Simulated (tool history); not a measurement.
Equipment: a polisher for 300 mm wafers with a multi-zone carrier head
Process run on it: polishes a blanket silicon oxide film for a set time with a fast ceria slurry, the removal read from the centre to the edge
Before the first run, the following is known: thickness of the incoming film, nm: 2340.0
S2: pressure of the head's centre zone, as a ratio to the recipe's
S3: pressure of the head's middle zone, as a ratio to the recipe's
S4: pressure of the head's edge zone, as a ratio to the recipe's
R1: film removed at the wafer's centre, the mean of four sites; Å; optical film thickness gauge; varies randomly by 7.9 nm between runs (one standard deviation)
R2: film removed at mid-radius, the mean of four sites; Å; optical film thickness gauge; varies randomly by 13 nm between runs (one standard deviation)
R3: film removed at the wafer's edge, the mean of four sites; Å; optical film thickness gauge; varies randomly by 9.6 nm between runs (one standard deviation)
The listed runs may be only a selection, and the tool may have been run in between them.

run 1 hour=0 | flow_of_slurry_(ml/min)=300 S2=1 S3=1 S4=1 polishing_time_(s)=50 | R1=8098.4 R2=7791.5 R3=8117.4
run 2 hour=8.1 | flow_of_slurry_(ml/min)=300 S2=1 S3=1 S4=1 polishing_time_(s)=38 | R1=6064.8 R2=5937.7 R3=6069.2
run 3 hour=15.2 | flow_of_slurry_(ml/min)=320 S2=1.05 S3=1.03 S4=1.02 polishing_time_(s)=43 | R1=7269.9 R2=6955 R3=7045.4
run 4 hour=17.3 | flow_of_slurry_(ml/min)=335 S2=1.09 S3=1.04 S4=1.01 polishing_time_(s)=47 | R1=8125.1 R2=7600.4 R3=7742.3
run 5 hour=19.7 | flow_of_slurry_(ml/min)=390 S2=1.09 S3=1.04 S4=1.01 polishing_time_(s)=47 | R1=8379.8 R2=8055.2 R3=7756.5
run 6 hour=28.6 | flow_of_slurry_(ml/min)=425 S2=1.09 S3=1.04 S4=1.01 polishing_time_(s)=47 | R1=8382 R2=7869.9 R3=7625.8

What does the tool deliver on the next run?
run 7 hour=30.9 | flow_of_slurry_(ml/min)=430 S2=1.12 S3=1.04 S4=1.01 polishing_time_(s)=51 | R1=? R2=? R3=?

{"run 7": {"R1": 9405.9, "R2": 8426.2, "R3": 8528.1}}

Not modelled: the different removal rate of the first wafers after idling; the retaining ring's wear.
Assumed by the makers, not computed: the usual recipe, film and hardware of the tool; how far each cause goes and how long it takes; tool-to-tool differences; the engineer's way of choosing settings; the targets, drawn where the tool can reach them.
